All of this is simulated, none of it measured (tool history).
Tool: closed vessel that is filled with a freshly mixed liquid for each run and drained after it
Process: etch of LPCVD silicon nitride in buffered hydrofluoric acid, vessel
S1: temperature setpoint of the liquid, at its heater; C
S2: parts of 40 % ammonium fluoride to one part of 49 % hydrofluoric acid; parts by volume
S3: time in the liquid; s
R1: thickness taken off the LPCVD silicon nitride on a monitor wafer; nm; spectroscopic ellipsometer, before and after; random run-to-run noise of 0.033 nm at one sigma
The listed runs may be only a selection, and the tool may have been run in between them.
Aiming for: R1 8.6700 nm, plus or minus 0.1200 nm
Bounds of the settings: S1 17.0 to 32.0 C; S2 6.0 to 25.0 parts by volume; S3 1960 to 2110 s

run	hour	S1	S2	S3	R1
1	0.0	24.0	15.5	1960	12.6420
2	5.1	25.5	15.5	1960	13.6630
3	11.4	23.0	15.5	1960	11.9620
4	12.2	23.0	13.0	1960	14.3040
5	15.9	23.0	13.0	1960	14.2890
6	22.1	23.0	13.0	2110	15.2120
7	22.9	21.0	14.0	2110	12.7360
# hour 23.7: hydrofluoric acid flow meter replaced
8	23.7	20.0	14.5	2110	13.2250
9	27.7	19.0	19.5	2105	9.3434

4 candidate next runs follow, results not yet known. Just one meets every target within its allowed miss. Identify it.
A	31.7	18.0	20.0	2040	?
B	31.7	17.0	15.5	2085	?
C	31.7	20.5	21.5	1960	?
D	31.7	17.5	19.5	2075	?

move	R1
A	8.2571
B	10.2530
C	8.6910
D	8.3698
A: pushes the last run's worst result past its target
B: misses by more than the last run did
C: all results land within tolerance of their targets
D: pushes the last run's worst result past its target
Go with C: it meets all targets.
